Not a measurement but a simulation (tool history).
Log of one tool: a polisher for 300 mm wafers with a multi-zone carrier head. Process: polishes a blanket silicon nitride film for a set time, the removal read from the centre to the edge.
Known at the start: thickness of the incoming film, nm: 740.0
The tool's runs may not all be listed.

| run | hour | flow of slurry (ml/min) | pressure of the head's centre zone | pressure of the head's middle zone | pressure of the head's edge zone | polishing time (s) | film removed at the wafer's centre (angstrom) | film removed at mid-radius (angstrom) | film removed at the wafer's edge (angstrom) |
|---|---|---|---|---|---|---|---|---|---|
| 1 | 0 | 200 | 1 | 1 | 1 | 61 | 1292.8 | 1292.2 | 1291.4 |
| 2 | 1.1 | 200 | 1 | 1 | 1 | 74 | 1549.7 | 1570.1 | 1546.4 |
| 3 | 7.1 | 195 | 1.01 | 0.99 | 0.98 | 74 | 1565.1 | 1544.2 | 1554.9 |
| 4 | 13.2 | 195 | 1.02 | 0.99 | 0.97 | 73 | 1551.5 | 1545 | 1533.6 |
| 5 | 21.3 | 195 | 1.02 | 0.99 | 0.91 | 73 | 1578.2 | 1525.2 | 1461.4 |
| 6 | 22.5 | 190 | 1.02 | 0.98 | 0.9 | 73 | 1553.9 | 1500.9 | 1500.4 |
| 7 | 25.8 | 190 | 1.03 | 0.98 | 0.89 | 72 | 1524.1 | 1486.5 | 1430.3 |

Forecast run 8:
| 8 | 33.1 | 185 | 1.04 | 0.97 | 0.88 | 72 | ? | ? | ? |

{"run 8": {"film removed at the wafer's centre (angstrom)": 1551.9, "film removed at mid-radius (angstrom)": 1486.1, "film removed at the wafer's edge (angstrom)": 1430.3}}
